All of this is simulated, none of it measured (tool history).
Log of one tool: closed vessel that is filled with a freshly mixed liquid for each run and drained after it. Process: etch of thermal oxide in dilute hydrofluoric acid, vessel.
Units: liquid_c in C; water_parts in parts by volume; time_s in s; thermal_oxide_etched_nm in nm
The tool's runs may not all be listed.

{"run": 1, "hour": 0.0, "liquid_c": 22.0, "water_parts": 220, "time_s": 1345, "thermal_oxide_etched_nm": 24.704}
{"run": 2, "hour": 6.8, "liquid_c": 20.5, "water_parts": 235, "time_s": 1345, "thermal_oxide_etched_nm": 21.462}
{"run": 3, "hour": 7.9, "liquid_c": 19.5, "water_parts": 245, "time_s": 1345, "thermal_oxide_etched_nm": 19.717}
{"run": 4, "hour": 15.3, "liquid_c": 19.0, "water_parts": 250, "time_s": 1345, "thermal_oxide_etched_nm": 18.784}
{"run": 5, "hour": 19.6, "liquid_c": 19.0, "water_parts": 310, "time_s": 1345, "thermal_oxide_etched_nm": 14.42}
{"run": 6, "hour": 28.1, "liquid_c": 17.0, "water_parts": 310, "time_s": 1345, "thermal_oxide_etched_nm": 13.468}

Run 7 comes next. What will it give?
{"run": 7, "hour": 34.9, "liquid_c": 19.0, "water_parts": 310, "time_s": 1345, "thermal_oxide_etched_nm": "?"}

{"run 7": {"thermal_oxide_etched_nm": 14.438}}
